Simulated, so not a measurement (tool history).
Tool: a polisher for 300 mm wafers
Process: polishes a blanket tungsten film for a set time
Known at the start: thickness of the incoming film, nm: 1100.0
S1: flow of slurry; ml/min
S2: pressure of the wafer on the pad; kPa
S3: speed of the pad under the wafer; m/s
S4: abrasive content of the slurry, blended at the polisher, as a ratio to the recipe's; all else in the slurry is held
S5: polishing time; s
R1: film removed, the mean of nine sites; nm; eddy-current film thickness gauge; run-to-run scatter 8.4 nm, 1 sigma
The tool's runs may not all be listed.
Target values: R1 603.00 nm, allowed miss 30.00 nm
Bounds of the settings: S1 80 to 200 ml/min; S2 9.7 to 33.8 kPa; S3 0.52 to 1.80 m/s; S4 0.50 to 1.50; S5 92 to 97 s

{"run": 1, "hour": 0.0, "S1": 130, "S2": 21.4, "S3": 1.16, "S4": 1.0, "S5": 92, "R1": 408.67}
{"run": 2, "hour": 6.0, "S1": 130, "S2": 17.9, "S3": 1.16, "S4": 1.0, "S5": 92, "R1": 350.5}
{"run": 3, "hour": 6.5, "S1": 130, "S2": 21.4, "S3": 1.18, "S4": 1.0, "S5": 92, "R1": 423.94}
{"run": 4, "hour": 12.9, "S1": 130, "S2": 23.4, "S3": 1.18, "S4": 1.0, "S5": 92, "R1": 465.98}
{"run": 5, "hour": 19.4, "S1": 130, "S2": 23.4, "S3": 1.18, "S4": 0.85, "S5": 92, "R1": 439.72}
{"run": 6, "hour": 25.8, "S1": 130, "S2": 23.4, "S3": 1.36, "S4": 0.85, "S5": 92, "R1": 507.48}
{"run": 7, "hour": 29.3, "S1": 130, "S2": 24.1, "S3": 1.36, "S4": 0.85, "S5": 92, "R1": 523.48}
{"run": 8, "hour": 35.4, "S1": 130, "S2": 24.8, "S3": 1.36, "S4": 0.85, "S5": 92, "R1": 541.87}
{"run": 9, "hour": 43.0, "S1": 130, "S2": 25.5, "S3": 1.36, "S4": 0.85, "S5": 92, "R1": 541.61}
{"run": 10, "hour": 44.0, "S1": 130, "S2": 25.5, "S3": 1.36, "S4": 0.85, "S5": 92, "R1": 542.32}

5 candidate next runs follow, results not yet known. Just one meets every target within its allowed miss. Identify it.
{"run": "A", "hour": 45.0, "S1": 135, "S2": 24.1, "S3": 1.1, "S4": 1.0, "S5": 97, "R1": "?"}
{"run": "B", "hour": 45.0, "S1": 85, "S2": 25.5, "S3": 1.54, "S4": 0.6, "S5": 97, "R1": "?"}
{"run": "C", "hour": 45.0, "S1": 130, "S2": 22.8, "S3": 1.36, "S4": 0.95, "S5": 95, "R1": "?"}
{"run": "D", "hour": 45.0, "S1": 95, "S2": 30.3, "S3": 1.1, "S4": 0.85, "S5": 96, "R1": "?"}
{"run": "E", "hour": 45.0, "S1": 140, "S2": 22.8, "S3": 1.5, "S4": 1.1, "S5": 92, "R1": "?"}

move=A R1=467.79
move=B R1=522.47
move=C R1=522.00
move=D R1=500.06
move=E R1=587.90
A: moves away from the targets compared with the last run
B: moves away from the targets compared with the last run
C: moves away from the targets compared with the last run
D: moves away from the targets compared with the last run
E: in spec on every target
E meets every target.
